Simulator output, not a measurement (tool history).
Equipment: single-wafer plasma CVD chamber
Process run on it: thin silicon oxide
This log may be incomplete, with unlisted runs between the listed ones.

run  hour  heater temperature setpoint (K)  chamber pressure (mTorr)  RF power (kW)  deposition time (s)  mean film thickness on the monitor wafer (angstrom)
  1     0                           653.15                       758           0.37                 5.51                                               109.41
  2   3.8                           653.15                       699           0.37                 5.51                                               102.62
  3   7.3                           653.15                       735           0.37                 5.51                                               107.72
  4  15.3                           653.15                       761           0.37                 5.51                                               110.41
  5  20.2                           653.15                       783           0.37                 5.51                                                113.7
  6  24.6                           653.15                       799           0.37                 5.51                                                114.5
  7  29.2                           653.15                       816           0.37                 5.51                                               116.32

The next listed run, before its measurement:
  8  35.5                           653.15                       831           0.37                 5.51                                                    ?

mean film thickness on the monitor wafer (angstrom): 117.47
